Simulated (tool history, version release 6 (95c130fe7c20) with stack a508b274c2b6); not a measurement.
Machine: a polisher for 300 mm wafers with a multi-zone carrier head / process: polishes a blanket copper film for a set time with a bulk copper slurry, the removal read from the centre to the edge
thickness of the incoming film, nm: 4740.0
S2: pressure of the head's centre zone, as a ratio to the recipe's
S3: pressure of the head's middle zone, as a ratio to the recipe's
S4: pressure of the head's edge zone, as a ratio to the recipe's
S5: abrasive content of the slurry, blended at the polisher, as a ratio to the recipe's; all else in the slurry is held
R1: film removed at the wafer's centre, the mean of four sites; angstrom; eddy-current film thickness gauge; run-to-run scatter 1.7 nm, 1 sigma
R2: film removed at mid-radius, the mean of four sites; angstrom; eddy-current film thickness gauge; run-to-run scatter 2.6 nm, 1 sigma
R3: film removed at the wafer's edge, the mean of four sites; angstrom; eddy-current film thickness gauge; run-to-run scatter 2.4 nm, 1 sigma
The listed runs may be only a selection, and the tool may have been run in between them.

run 1 day=0 | flow_of_slurry_(ml/min)=300 S2=1 S3=1 S4=1 S5=1 polishing_time_(s)=52 | R1=2973.4 R2=2899.7 R3=2980.1
run 2 day=0.238 | flow_of_slurry_(ml/min)=235 S2=1 S3=1 S4=1 S5=1 polishing_time_(s)=52 | R1=2964.4 R2=2930.6 R3=2980.9
run 3 day=0.467 | flow_of_slurry_(ml/min)=230 S2=0.97 S3=1.02 S4=0.98 S5=0.9 polishing_time_(s)=46 | R1=2436.8 R2=2624.5 R3=2543.1
run 4 day=0.754 | flow_of_slurry_(ml/min)=230 S2=0.96 S3=1.01 S4=0.96 S5=0.8 polishing_time_(s)=42 | R1=2171.6 R2=2249.9 R3=2191.1
run 5 day=1.067 | flow_of_slurry_(ml/min)=230 S2=0.93 S3=1.02 S4=0.94 S5=0.75 polishing_time_(s)=41 | R1=2066.1 R2=2225.4 R3=2130.8
run 6 day=1.362 | flow_of_slurry_(ml/min)=225 S2=0.91 S3=1.03 S4=0.93 S5=0.7 polishing_time_(s)=39 | R1=1860.9 R2=2024.7 R3=1899.6
run 7 day=1.517 | flow_of_slurry_(ml/min)=225 S2=0.89 S3=1.04 S4=0.93 S5=0.65 polishing_time_(s)=39 | R1=1794.7 R2=2032.6 R3=1917.6
run 8 day=1.792 | flow_of_slurry_(ml/min)=225 S2=0.88 S3=1.04 S4=0.91 S5=0.6 polishing_time_(s)=38 | R1=1679.2 R2=1980.7 R3=1815.8
run 9 day=1.904 | flow_of_slurry_(ml/min)=225 S2=0.86 S3=0.99 S4=0.84 S5=0.5 polishing_time_(s)=36 | R1=1513.6 R2=1692.2 R3=1573.8

Predict the results of run 10:
run 10 day=1.925 | flow_of_slurry_(ml/min)=225 S2=0.86 S3=1 S4=0.85 S5=0.5 polishing_time_(s)=36 | R1=? R2=? R3=?

{"run 10": {"R1": 1481.1, "R2": 1726.5, "R3": 1592.8}}
